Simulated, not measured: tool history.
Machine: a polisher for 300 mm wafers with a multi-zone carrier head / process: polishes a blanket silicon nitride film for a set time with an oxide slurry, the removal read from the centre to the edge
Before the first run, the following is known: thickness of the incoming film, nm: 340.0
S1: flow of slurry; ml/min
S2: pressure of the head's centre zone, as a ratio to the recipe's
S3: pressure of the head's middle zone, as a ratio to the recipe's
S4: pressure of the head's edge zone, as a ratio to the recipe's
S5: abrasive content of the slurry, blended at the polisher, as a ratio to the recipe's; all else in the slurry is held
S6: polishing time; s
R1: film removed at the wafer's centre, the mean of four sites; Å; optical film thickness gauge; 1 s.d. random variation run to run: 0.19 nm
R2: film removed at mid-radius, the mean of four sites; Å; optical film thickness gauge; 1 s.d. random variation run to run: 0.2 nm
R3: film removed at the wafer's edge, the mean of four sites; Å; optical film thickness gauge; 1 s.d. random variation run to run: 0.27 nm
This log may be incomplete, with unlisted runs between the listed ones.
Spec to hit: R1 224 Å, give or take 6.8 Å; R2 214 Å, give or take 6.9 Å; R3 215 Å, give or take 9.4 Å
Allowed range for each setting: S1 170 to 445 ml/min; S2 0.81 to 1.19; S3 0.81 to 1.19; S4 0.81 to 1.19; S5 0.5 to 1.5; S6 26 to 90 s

Run 1, hour 0: S1 285 ml/min, S2 1, S3 1, S4 1, S5 1, S6 58 s. Result: R1 262.28 Å, R2 266.84 Å, R3 259.82 Å.
Run 2, hour 8.2: S1 285 ml/min, S2 1, S3 1, S4 1, S5 1.05, S6 58 s. Result: R1 266.17 Å, R2 268.37 Å, R3 261.85 Å.
Run 3, hour 9.3: S1 350 ml/min, S2 1, S3 1, S4 1, S5 1.05, S6 58 s. Result: R1 276.87 Å, R2 271.3 Å, R3 266.87 Å.
Run 4, hour 10.9: S1 320 ml/min, S2 1, S3 1, S4 1, S5 1.05, S6 58 s. Result: R1 272.59 Å, R2 274.35 Å, R3 268.85 Å.
Run 5, hour 19.5: S1 320 ml/min, S2 1, S3 1, S4 1.08, S5 1.05, S6 58 s. Result: R1 267.48 Å, R2 274.35 Å, R3 276.78 Å.
Run 6, hour 24.3: S1 320 ml/min, S2 0.98, S3 0.97, S4 1.01, S5 0.95, S6 58 s. Result: R1 249.57 Å, R2 254.56 Å, R3 262.34 Å.
Run 7, hour 25.9: S1 315 ml/min, S2 0.99, S3 0.96, S4 0.96, S5 0.85, S6 57 s. Result: R1 239.95 Å, R2 237.38 Å, R3 233.68 Å.
Run 8, hour 26.9: S1 305 ml/min, S2 0.98, S3 0.94, S4 0.93, S5 0.8, S6 57 s. Result: R1 232.6 Å, R2 224.37 Å, R3 228.37 Å.

Exactly one of the 5 candidate moves below puts every result within its allowed miss. Which one?
Run A, hour 27.9: S1 290 ml/min, S2 0.95, S3 0.93, S4 0.93, S5 0.9, S6 59 s. Result: R1 ?, R2 ?, R3 ?.
Run B, hour 27.9: S1 315 ml/min, S2 0.91, S3 0.99, S4 0.99, S5 0.9, S6 56 s. Result: R1 ?, R2 ?, R3 ?.
Run C, hour 27.9: S1 305 ml/min, S2 0.97, S3 0.91, S4 0.89, S5 0.85, S6 54 s. Result: R1 ?, R2 ?, R3 ?.
Run D, hour 27.9: S1 365 ml/min, S2 0.93, S3 0.88, S4 0.93, S5 1.2, S6 52 s. Result: R1 ?, R2 ?, R3 ?.
Run E, hour 27.9: S1 310 ml/min, S2 0.92, S3 0.88, S4 1.02, S5 0.75, S6 59 s. Result: R1 ?, R2 ?, R3 ?.

move      R1      R2      R3
   A  242.14  242.09  250.57
   B  221.99  243.99  246.18
   C   222.2  213.54  220.38
   D  238.48  232.29  250.74
   E  218.71  215.66  244.04
A: moves away from the targets compared with the last run
B: moves away from the targets compared with the last run
C: in spec on every target
D: moves away from the targets compared with the last run
E: meets the target for the result that was furthest off, but another lies outside its allowed miss
So the answer is move C, the one that meets all the targets.
